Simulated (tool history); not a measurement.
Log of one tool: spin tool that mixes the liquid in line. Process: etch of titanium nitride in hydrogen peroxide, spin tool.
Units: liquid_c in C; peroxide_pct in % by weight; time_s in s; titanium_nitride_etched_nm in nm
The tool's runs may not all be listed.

{"run": 1, "hour": 0.0, "liquid_c": 44.0, "peroxide_pct": 23.0, "time_s": 65, "titanium_nitride_etched_nm": 1.4385}
{"run": 2, "hour": 7.5, "liquid_c": 43.5, "peroxide_pct": 23.0, "time_s": 65, "titanium_nitride_etched_nm": 1.3956}
{"run": 3, "hour": 9.6, "liquid_c": 43.0, "peroxide_pct": 23.0, "time_s": 65, "titanium_nitride_etched_nm": 1.355}
{"run": 4, "hour": 12.3, "liquid_c": 38.5, "peroxide_pct": 23.0, "time_s": 65, "titanium_nitride_etched_nm": 0.94362}
{"run": 5, "hour": 15.7, "liquid_c": 32.0, "peroxide_pct": 23.0, "time_s": 65, "titanium_nitride_etched_nm": 0.55717}
{"run": 6, "hour": 21.7, "liquid_c": 33.5, "peroxide_pct": 23.0, "time_s": 65, "titanium_nitride_etched_nm": 0.63386}
{"run": 7, "hour": 27.2, "liquid_c": 34.5, "peroxide_pct": 23.0, "time_s": 65, "titanium_nitride_etched_nm": 0.68513}
{"run": 8, "hour": 35.3, "liquid_c": 42.5, "peroxide_pct": 23.5, "time_s": 65, "titanium_nitride_etched_nm": 1.2949}

Run 9 has not been measured yet. What should we expect?
{"run": 9, "hour": 44.3, "liquid_c": 41.5, "peroxide_pct": 23.5, "time_s": 65, "titanium_nitride_etched_nm": "?"}

titanium_nitride_etched_nm: 1.19680 nm
